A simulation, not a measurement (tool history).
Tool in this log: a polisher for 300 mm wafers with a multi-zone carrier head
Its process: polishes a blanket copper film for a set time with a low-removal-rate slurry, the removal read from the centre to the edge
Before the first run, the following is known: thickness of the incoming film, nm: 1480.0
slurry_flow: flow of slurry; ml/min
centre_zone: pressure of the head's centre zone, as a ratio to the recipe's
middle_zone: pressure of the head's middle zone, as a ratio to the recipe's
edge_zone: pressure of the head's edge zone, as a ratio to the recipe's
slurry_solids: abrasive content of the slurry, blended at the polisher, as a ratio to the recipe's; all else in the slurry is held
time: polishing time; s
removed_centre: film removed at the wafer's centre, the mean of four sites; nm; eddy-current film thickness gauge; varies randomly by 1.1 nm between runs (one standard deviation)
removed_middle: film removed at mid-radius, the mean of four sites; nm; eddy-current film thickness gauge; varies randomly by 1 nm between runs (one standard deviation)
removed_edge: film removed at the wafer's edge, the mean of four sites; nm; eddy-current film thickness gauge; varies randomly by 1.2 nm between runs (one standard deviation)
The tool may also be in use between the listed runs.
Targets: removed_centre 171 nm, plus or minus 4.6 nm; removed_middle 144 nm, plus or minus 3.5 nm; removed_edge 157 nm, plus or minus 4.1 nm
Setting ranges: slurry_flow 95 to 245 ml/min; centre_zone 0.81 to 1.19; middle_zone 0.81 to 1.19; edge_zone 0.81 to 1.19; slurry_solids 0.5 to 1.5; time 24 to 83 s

| run | day | slurry_flow | centre_zone | middle_zone | edge_zone | slurry_solids | time | removed_centre | removed_middle | removed_edge |
|---|---|---|---|---|---|---|---|---|---|---|
| 1 | 0 | 155 | 1 | 1 | 1 | 1 | 53 | 156.49 | 162.05 | 160.57 |
| 2 | 0.112 | 155 | 1.02 | 0.98 | 1 | 1 | 53 | 162.08 | 159.65 | 158.5 |
| 3 | 0.379 | 130 | 1.02 | 0.98 | 1 | 1 | 53 | 157.06 | 153.5 | 157.37 |
| 4 | 0.454 | 130 | 1.03 | 0.97 | 1 | 1 | 53 | 157.21 | 152.09 | 160.11 |
| 5 | 0.708 | 130 | 0.99 | 0.97 | 1 | 1 | 53 | 153 | 152.81 | 156.81 |
|  | 0.938 | worn pad replaced by a new one |
| 6 | 0.938 | 130 | 1.01 | 0.96 | 0.99 | 1 | 53 | 167.99 | 162.93 | 170.37 |
| 7 | 1.008 | 125 | 1.03 | 0.96 | 0.99 | 1 | 53 | 168.62 | 161.6 | 168.74 |
| 8 | 1.242 | 135 | 1.05 | 0.96 | 1.01 | 1 | 53 | 171.55 | 165.27 | 169.75 |
| 9 | 1.404 | 130 | 1.05 | 0.95 | 0.98 | 0.95 | 53 | 171.83 | 161.47 | 165.1 |
| 10 | 1.5 | 125 | 1.07 | 0.94 | 1 | 0.9 | 53 | 170.36 | 157.01 | 166.54 |
| 11 | 1.808 | 125 | 1.09 | 0.94 | 1 | 0.85 | 53 | 170.85 | 153.98 | 164.31 |
| 12 | 2.146 | 125 | 1.1 | 0.94 | 1 | 0.8 | 53 | 171.65 | 152.7 | 161.92 |
| 13 | 2.358 | 125 | 1.11 | 0.94 | 1 | 0.75 | 53 | 170.91 | 150.92 | 161.73 |
| 14 | 2.471 | 125 | 1.11 | 0.94 | 1 | 0.75 | 53 | 172.58 | 150.48 | 162.76 |

Below are 5 possible settings for the next run. Only one of them brings all results inside the allowed miss of their targets. Which is it?
| A | 2.583 | 105 | 1.17 | 0.93 | 1.03 | 0.6 | 55 | ? | ? | ? |
| B | 2.583 | 145 | 1.07 | 0.98 | 0.94 | 0.6 | 52 | ? | ? | ? |
| C | 2.583 | 100 | 1.14 | 0.96 | 0.96 | 0.7 | 55 | ? | ? | ? |
| D | 2.583 | 120 | 1.06 | 0.96 | 1.02 | 0.8 | 55 | ? | ? | ? |
| E | 2.583 | 105 | 1.19 | 0.97 | 0.95 | 0.75 | 51 | ? | ? | ? |

| move | removed_centre | removed_middle | removed_edge |
|---|---|---|---|
| A | 172.15 | 143.02 | 158.04 |
| B | 160.32 | 150.35 | 149.49 |
| C | 170.41 | 149.28 | 155.9 |
| D | 169.93 | 158.77 | 168.5 |
| E | 168.69 | 142.8 | 146.67 |
A: meets every target
B: its largest miss is bigger than the last run's
C: moves toward the targets from the last run without getting all of them in spec
D: its largest miss is bigger than the last run's
E: brings the last run's worst result on target, with another outside its allowed miss
Answer: A

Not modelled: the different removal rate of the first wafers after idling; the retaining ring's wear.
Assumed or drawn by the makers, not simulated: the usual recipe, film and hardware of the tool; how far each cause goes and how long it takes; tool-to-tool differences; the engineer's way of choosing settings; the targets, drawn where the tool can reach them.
